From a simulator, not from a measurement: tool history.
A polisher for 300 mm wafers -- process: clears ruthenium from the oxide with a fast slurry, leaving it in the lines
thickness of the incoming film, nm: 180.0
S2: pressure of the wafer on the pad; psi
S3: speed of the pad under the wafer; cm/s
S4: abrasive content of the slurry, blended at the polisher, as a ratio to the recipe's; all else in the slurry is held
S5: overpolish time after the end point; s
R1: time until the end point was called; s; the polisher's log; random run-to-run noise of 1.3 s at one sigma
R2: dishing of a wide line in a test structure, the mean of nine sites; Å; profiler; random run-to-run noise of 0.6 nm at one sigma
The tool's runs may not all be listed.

run 1 day=0 | flow_of_slurry_(ml/min)=125 S2=2.5 S3=100 S4=1 S5=10 | R1=41.788 R2=324.92
run 2 day=0.346 | flow_of_slurry_(ml/min)=125 S2=2.5 S3=100 S4=1.2 S5=10 | R1=39.323 R2=342.56
run 3 day=0.496 | flow_of_slurry_(ml/min)=100 S2=2.5 S3=100 S4=1.2 S5=10 | R1=39.903 R2=335.82
run 4 day=0.742 | flow_of_slurry_(ml/min)=100 S2=2.9 S3=100 S4=1.2 S5=10 | R1=37.512 R2=368.21
run 5 day=1.096 | flow_of_slurry_(ml/min)=100 S2=2.9 S3=100 S4=1.1 S5=10 | R1=37.536 R2=336.38
run 6 day=1.221 | flow_of_slurry_(ml/min)=100 S2=2.9 S3=100 S4=1.25 S5=10 | R1=35.394 R2=365.2
-- day=1.412 worn pad replaced by a new one
run 7 day=1.412 | flow_of_slurry_(ml/min)=100 S2=2.5 S3=92 S4=1.25 S5=11 | R1=40.344 R2=333.48

Run 8 comes next. What will it give?
run 8 day=1.675 | flow_of_slurry_(ml/min)=105 S2=2.2 S3=82 S4=1.1 S5=13 | R1=? R2=?

{"run 8": {"R1": 50.437, "R2": 325.42}}

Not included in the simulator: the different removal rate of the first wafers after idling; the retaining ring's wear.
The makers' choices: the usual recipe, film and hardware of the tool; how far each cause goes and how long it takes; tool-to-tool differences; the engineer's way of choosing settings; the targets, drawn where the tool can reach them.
